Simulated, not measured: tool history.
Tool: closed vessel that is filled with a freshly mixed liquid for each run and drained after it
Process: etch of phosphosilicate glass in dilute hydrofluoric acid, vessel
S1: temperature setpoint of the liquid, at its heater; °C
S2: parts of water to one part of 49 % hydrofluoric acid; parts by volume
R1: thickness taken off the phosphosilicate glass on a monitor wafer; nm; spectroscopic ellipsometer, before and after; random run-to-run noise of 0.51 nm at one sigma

Run 1, hour 0.0: S1 21.0 °C, S2 205 parts by volume, time in the liquid (s) 90. Result: R1 61.516 nm.
Run 2, hour 8.1: S1 21.0 °C, S2 165 parts by volume, time in the liquid (s) 90. Result: R1 80.515 nm.
Run 3, hour 9.6: S1 22.0 °C, S2 165 parts by volume, time in the liquid (s) 90. Result: R1 82.923 nm.
Run 4, hour 17.9: S1 23.5 °C, S2 165 parts by volume, time in the liquid (s) 90. Result: R1 88.078 nm.
Run 5, hour 25.3: S1 24.0 °C, S2 165 parts by volume, time in the liquid (s) 90. Result: R1 90.126 nm.
Run 6, hour 29.3: S1 24.0 °C, S2 125 parts by volume, time in the liquid (s) 90. Result: R1 123.440 nm.
Run 7, hour 37.2: S1 22.5 °C, S2 125 parts by volume, time in the liquid (s) 90. Result: R1 116.390 nm.

Run 8 has not been measured yet. What should we expect?
Run 8, hour 46.4: S1 22.5 °C, S2 125 parts by volume, time in the liquid (s) 90. Result: R1 ?.

R1: 117.100 nm
